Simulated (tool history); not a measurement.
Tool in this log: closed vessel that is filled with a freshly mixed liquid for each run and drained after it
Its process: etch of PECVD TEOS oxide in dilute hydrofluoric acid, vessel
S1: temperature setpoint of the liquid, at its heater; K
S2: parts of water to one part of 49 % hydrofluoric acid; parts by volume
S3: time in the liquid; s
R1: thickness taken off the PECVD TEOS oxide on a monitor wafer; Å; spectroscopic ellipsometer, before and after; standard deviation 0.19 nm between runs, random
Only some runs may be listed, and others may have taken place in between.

run  hour      S1   S2    S3       R1
  1   0.0  299.15  150  1450   809.78
  2   6.2  299.15  150  1560   872.67
  3  14.7  297.15  165  1560   722.60
  4  18.6  295.65  175  1560   633.19
  5  25.4  297.15  175  1560   670.92
  6  33.6  297.15  125  1560  1001.70
  7  42.5  295.65  145  1560   791.29

Expected results for the next run?
  8  43.9  294.65  160  1560   ?

{"run 8": {"R1": 678.77}}

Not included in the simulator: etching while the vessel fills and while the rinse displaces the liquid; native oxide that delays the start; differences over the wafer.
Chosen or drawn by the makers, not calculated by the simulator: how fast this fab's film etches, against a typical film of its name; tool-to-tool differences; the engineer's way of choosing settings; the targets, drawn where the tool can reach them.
